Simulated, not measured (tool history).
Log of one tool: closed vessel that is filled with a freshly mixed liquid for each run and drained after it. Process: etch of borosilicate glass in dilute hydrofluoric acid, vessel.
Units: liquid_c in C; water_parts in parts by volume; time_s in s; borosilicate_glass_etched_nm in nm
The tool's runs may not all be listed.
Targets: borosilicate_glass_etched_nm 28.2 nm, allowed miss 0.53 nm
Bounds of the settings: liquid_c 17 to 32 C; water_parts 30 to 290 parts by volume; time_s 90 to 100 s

| run | hour | liquid_c | water_parts | time_s | borosilicate_glass_etched_nm |
|---|---|---|---|---|---|
| 1 | 0 | 24 | 160 | 90 | 17.189 |
| 2 | 1.8 | 26 | 155 | 90 | 19.299 |
| 3 | 4.3 | 26 | 155 | 90 | 19.306 |
| 4 | 7 | 27.5 | 150 | 90 | 21.138 |
| 5 | 9.2 | 24 | 150 | 90 | 18.469 |
| 6 | 12.2 | 26 | 145 | 90 | 20.827 |
| 7 | 19.7 | 30 | 135 | 90 | 26.155 |
| 8 | 27.8 | 30.5 | 135 | 90 | 26.825 |

5 next moves are on the table. One of them brings every result within its allowed miss. Which?
| A | 35.9 | 29.5 | 130 | 90 | ? |
| B | 35.9 | 28 | 130 | 100 | ? |
| C | 35.9 | 29 | 135 | 95 | ? |
| D | 35.9 | 32 | 145 | 95 | ? |
| E | 35.9 | 31.5 | 150 | 100 | ? |

| move | borosilicate_glass_etched_nm |
|---|---|
| A | 26.995 |
| B | 28.376 |
| C | 26.763 |
| D | 27.393 |
| E | 27.199 |
A: nearer than the last run, and not there yet
B: meets every target
C: as far off as the last run
D: nearer than the last run, and not there yet
E: nearer than the last run, and not there yet
Answer: B

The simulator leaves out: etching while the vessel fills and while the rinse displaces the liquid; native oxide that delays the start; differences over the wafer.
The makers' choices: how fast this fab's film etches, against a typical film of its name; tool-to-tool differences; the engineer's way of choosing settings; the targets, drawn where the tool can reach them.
